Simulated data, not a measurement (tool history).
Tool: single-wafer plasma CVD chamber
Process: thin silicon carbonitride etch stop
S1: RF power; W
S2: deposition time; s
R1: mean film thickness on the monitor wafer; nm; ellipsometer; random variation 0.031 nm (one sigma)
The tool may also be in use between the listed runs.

run 1 hour=0 | S1=165 S2=17.2 | R1=9.8792
run 2 hour=2.7 | S1=180 S2=17.2 | R1=10.13
run 3 hour=7 | S1=180 S2=19.7 | R1=11.566
run 4 hour=13.9 | S1=175 S2=18.8 | R1=11.028
run 5 hour=20.5 | S1=195 S2=18.8 | R1=11.36
run 6 hour=25.4 | S1=175 S2=18.8 | R1=11.013
run 7 hour=31.7 | S1=170 S2=18 | R1=10.484
run 8 hour=35.6 | S1=165 S2=17.3 | R1=9.9726
run 9 hour=43.2 | S1=160 S2=16.7 | R1=9.5615
run 10 hour=45.4 | S1=155 S2=16.3 | R1=9.291
run 11 hour=47.9 | S1=155 S2=16.3 | R1=9.2279
run 12 hour=54.6 | S1=150 S2=16 | R1=9.0624
run 13 hour=61.4 | S1=145 S2=15.7 | R1=8.7544
run 14 hour=69.9 | S1=140 S2=15.5 | R1=8.5993

Run 15 comes next. What will it give?
run 15 hour=77.2 | S1=135 S2=15.3 | R1=?

R1: 8.4193 nm

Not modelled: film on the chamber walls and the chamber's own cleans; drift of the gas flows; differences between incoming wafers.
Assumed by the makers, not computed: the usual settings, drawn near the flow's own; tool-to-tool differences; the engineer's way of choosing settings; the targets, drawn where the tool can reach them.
